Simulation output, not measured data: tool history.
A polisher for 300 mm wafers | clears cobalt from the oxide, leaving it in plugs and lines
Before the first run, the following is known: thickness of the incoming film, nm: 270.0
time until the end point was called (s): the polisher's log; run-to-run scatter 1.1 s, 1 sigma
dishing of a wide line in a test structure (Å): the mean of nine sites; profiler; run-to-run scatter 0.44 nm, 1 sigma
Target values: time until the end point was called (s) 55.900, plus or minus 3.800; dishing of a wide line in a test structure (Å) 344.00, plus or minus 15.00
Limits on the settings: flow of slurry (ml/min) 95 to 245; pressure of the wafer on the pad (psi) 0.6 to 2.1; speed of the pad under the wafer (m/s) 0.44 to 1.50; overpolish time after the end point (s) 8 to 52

run,hour,flow of slurry (ml/min),pressure of the wafer on the pad (psi),speed of the pad under the wafer (m/s),overpolish time after the end point (s),time until the end point was called (s),dishing of a wide line in a test structure (Å)
1,0.0,155,1.3,0.96,26,104.170,364.87
2,2.7,155,1.5,0.98,21,90.636,352.33
3,8.3,155,1.5,0.98,26,92.081,373.64
4,15.8,155,1.6,1.00,22,84.070,368.40
5,16.3,155,1.6,1.00,27,81.788,382.54
6,22.1,155,1.6,1.00,22,87.263,373.29
# hour 27.4: slurry nozzle cleaned
7,27.4,130,2.0,1.08,9,62.295,260.80
8,35.8,145,2.0,1.10,10,62.507,283.28
9,37.6,155,2.0,1.12,10,60.653,286.86
10,45.8,155,2.1,1.14,21,54.539,404.74
11,50.2,145,2.1,1.14,20,57.059,397.00

Exercise: of the 5 proposed moves below, exactly one satisfies all targets within the stated allowed misses. Which move is it?
A,54.6,105,2.0,1.30,13,?,?
B,54.6,100,2.1,1.26,26,?,?
C,54.6,170,2.1,1.14,17,?,?
D,54.6,130,2.1,1.16,24,?,?
E,54.6,160,1.8,1.36,24,?,?

move,time until the end point was called (s),dishing of a wide line in a test structure (Å)
A,56.117,342.21
B,56.416,430.38
C,55.403,384.98
D,57.285,422.04
E,53.187,428.78
A: in spec on every target
B: the biggest miss grows against the last run
C: nearer the targets than the last run, but a result is still out of spec
D: the biggest miss grows against the last run
E: the biggest miss grows against the last run
The move that meets every target is A.
